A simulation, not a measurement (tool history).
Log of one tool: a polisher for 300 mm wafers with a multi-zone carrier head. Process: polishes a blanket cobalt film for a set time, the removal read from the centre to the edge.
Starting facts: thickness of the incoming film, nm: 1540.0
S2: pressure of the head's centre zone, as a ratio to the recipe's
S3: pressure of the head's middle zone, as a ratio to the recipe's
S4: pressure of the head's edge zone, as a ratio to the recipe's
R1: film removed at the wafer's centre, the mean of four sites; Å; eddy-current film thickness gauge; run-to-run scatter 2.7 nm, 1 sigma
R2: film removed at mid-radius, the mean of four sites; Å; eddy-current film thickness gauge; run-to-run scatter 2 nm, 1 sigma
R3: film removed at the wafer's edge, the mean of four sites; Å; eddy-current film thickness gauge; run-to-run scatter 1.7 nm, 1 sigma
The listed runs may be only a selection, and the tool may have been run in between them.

Run 1, hour 0: flow of slurry (ml/min) 125, S2 1, S3 1, S4 1, polishing time (s) 33. Result: R1 1753.3 Å, R2 1725.9 Å, R3 1677.9 Å.
Run 2, hour 1.4: flow of slurry (ml/min) 135, S2 1.01, S3 1.02, S4 1.02, polishing time (s) 35. Result: R1 1887.6 Å, R2 1886 Å, R3 1851.8 Å.
Run 3, hour 10.1: flow of slurry (ml/min) 135, S2 1.01, S3 1.02, S4 1.02, polishing time (s) 30. Result: R1 1624.8 Å, R2 1614.6 Å, R3 1557.5 Å.
Run 4, hour 17: flow of slurry (ml/min) 145, S2 1.03, S3 1.04, S4 1.03, polishing time (s) 32. Result: R1 1799.7 Å, R2 1758.1 Å, R3 1692 Å.
Run 5, hour 22.6: flow of slurry (ml/min) 165, S2 1.03, S3 1.04, S4 1.03, polishing time (s) 32. Result: R1 1861.2 Å, R2 1828.3 Å, R3 1718.3 Å.
Run 6, hour 23.4: flow of slurry (ml/min) 165, S2 1.1, S3 1.04, S4 1.03, polishing time (s) 32. Result: R1 1962.7 Å, R2 1834.8 Å, R3 1746 Å.
Run 7, hour 31: flow of slurry (ml/min) 170, S2 1.11, S3 1.06, S4 1.05, polishing time (s) 34. Result: R1 2145.3 Å, R2 1976.3 Å, R3 1862.7 Å.
Run 8, hour 33.9: flow of slurry (ml/min) 170, S2 1.1, S3 1.07, S4 1.06, polishing time (s) 36. Result: R1 2248.4 Å, R2 2090.1 Å, R3 1995.3 Å.
Run 9, hour 41: flow of slurry (ml/min) 175, S2 1.09, S3 1.09, S4 1.07, polishing time (s) 37. Result: R1 2287 Å, R2 2208.3 Å, R3 2052.3 Å.
At hour 50: edge zone pressure recalibrated.
Run 10, hour 50: flow of slurry (ml/min) 175, S2 1.09, S3 1.1, S4 1.08, polishing time (s) 38. Result: R1 2344.8 Å, R2 2298.5 Å, R3 2233.1 Å.
Run 11, hour 56.3: flow of slurry (ml/min) 180, S2 1.1, S3 1.11, S4 1.08, polishing time (s) 39. Result: R1 2440.3 Å, R2 2355.1 Å, R3 2277.3 Å.

Estimate the outcome of run 12 from the log above:
Run 12, hour 59.4: flow of slurry (ml/min) 180, S2 1.1, S3 1.11, S4 1.08, polishing time (s) 39. Result: R1 ?, R2 ?, R3 ?.

{"run 12": {"R1": 2473.3, "R2": 2381.2, "R3": 2254.7}}
